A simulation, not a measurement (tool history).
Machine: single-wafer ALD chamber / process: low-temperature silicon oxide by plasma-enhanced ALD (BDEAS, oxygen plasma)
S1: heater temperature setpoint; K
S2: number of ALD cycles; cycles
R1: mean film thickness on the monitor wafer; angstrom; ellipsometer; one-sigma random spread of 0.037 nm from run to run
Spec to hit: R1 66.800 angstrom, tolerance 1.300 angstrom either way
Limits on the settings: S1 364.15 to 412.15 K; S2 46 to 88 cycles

run 1 hour=0.0 | S1=388.15 S2=67 | R1=84.701
run 2 hour=4.0 | S1=395.15 S2=67 | R1=84.599
run 3 hour=11.2 | S1=390.15 S2=67 | R1=84.576
run 4 hour=15.5 | S1=379.15 S2=67 | R1=86.132
run 5 hour=20.1 | S1=379.15 S2=65 | R1=83.852
run 6 hour=24.9 | S1=371.15 S2=65 | R1=85.297
run 7 hour=25.5 | S1=372.15 S2=63 | R1=81.078
run 8 hour=34.3 | S1=372.15 S2=63 | R1=81.318
run 9 hour=37.6 | S1=372.15 S2=62 | R1=79.890
run 10 hour=39.8 | S1=372.15 S2=61 | R1=78.785
run 11 hour=40.7 | S1=379.15 S2=50 | R1=63.762

Exercise: of the 4 proposed moves below, exactly one satisfies all targets within the stated allowed misses. Which move is it?
run A hour=41.6 | S1=367.15 S2=51 | R1=?
run B hour=41.6 | S1=368.15 S2=48 | R1=?
run C hour=41.6 | S1=380.15 S2=49 | R1=?
run D hour=41.6 | S1=385.15 S2=50 | R1=?

move=A R1=67.683
move=B R1=63.502
move=C R1=63.299
move=D R1=64.071
A: each result inside its tolerance
B: moves away from the targets compared with the last run
C: moves away from the targets compared with the last run
D: gains on the last run, yet a result remains outside its allowed miss
A is the move that brings every result within its allowed miss.

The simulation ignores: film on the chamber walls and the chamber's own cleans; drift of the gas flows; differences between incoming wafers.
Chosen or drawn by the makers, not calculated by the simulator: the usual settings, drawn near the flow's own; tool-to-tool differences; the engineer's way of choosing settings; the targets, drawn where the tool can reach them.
